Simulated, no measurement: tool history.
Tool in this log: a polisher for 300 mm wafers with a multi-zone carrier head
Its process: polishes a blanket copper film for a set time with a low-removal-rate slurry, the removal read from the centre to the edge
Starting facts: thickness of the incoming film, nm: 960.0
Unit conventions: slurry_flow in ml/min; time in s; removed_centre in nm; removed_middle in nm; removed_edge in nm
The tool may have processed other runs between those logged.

run 1 hour=0 | slurry_flow=230 centre_zone=1 middle_zone=1 edge_zone=1 slurry_solids=1 time=30 | removed_centre=61.856 removed_middle=60.378 removed_edge=60.867
run 2 hour=8.4 | slurry_flow=235 centre_zone=0.98 middle_zone=1.02 edge_zone=1.03 slurry_solids=1.1 time=31 | removed_centre=62.717 removed_middle=65.647 removed_edge=65.522
run 3 hour=13.3 | slurry_flow=235 centre_zone=0.98 middle_zone=1.09 edge_zone=1.03 slurry_solids=1.1 time=31 | removed_centre=62.986 removed_middle=68.19 removed_edge=64.938
run 4 hour=22.1 | slurry_flow=240 centre_zone=0.97 middle_zone=1.09 edge_zone=1.05 slurry_solids=1.15 time=31 | removed_centre=64.019 removed_middle=69.116 removed_edge=65.586
run 5 hour=28 | slurry_flow=240 centre_zone=0.97 middle_zone=1.09 edge_zone=1.05 slurry_solids=1.3 time=31 | removed_centre=64.965 removed_middle=70.942 removed_edge=68.116
run 6 hour=28.6 | slurry_flow=240 centre_zone=0.97 middle_zone=1.09 edge_zone=1.09 slurry_solids=1.3 time=31 | removed_centre=65.463 removed_middle=71.291 removed_edge=69.378
run 7 hour=30.5 | slurry_flow=240 centre_zone=0.97 middle_zone=1.09 edge_zone=1.09 slurry_solids=1.3 time=31 | removed_centre=64.358 removed_middle=71.783 removed_edge=68.26
run 8 hour=37.7 | slurry_flow=245 centre_zone=0.95 middle_zone=1.08 edge_zone=1.1 slurry_solids=1.35 time=32 | removed_centre=67.067 removed_middle=72.752 removed_edge=72.111
run 9 hour=44.8 | slurry_flow=240 centre_zone=0.93 middle_zone=1.09 edge_zone=1.11 slurry_solids=1.35 time=33 | removed_centre=66.718 removed_middle=76.026 removed_edge=73.877
run 10 hour=47.1 | slurry_flow=240 centre_zone=0.92 middle_zone=1.09 edge_zone=1.12 slurry_solids=1.35 time=34 | removed_centre=68.477 removed_middle=78.31 removed_edge=77.436
run 11 hour=55.5 | slurry_flow=245 centre_zone=0.91 middle_zone=1.1 edge_zone=1.13 slurry_solids=1.35 time=34 | removed_centre=68.942 removed_middle=79.358 removed_edge=77.477
run 12 hour=61.5 | slurry_flow=245 centre_zone=0.9 middle_zone=1.1 edge_zone=1.14 slurry_solids=1.35 time=34 | removed_centre=67.445 removed_middle=78.826 removed_edge=77.317

Predict the results of run 13:
run 13 hour=65.6 | slurry_flow=245 centre_zone=0.89 middle_zone=1.1 edge_zone=1.15 slurry_solids=1.35 time=34 | removed_centre=? removed_middle=? removed_edge=?

{"run 13": {"removed_centre": 67.77, "removed_middle": 78.648, "removed_edge": 78.542}}
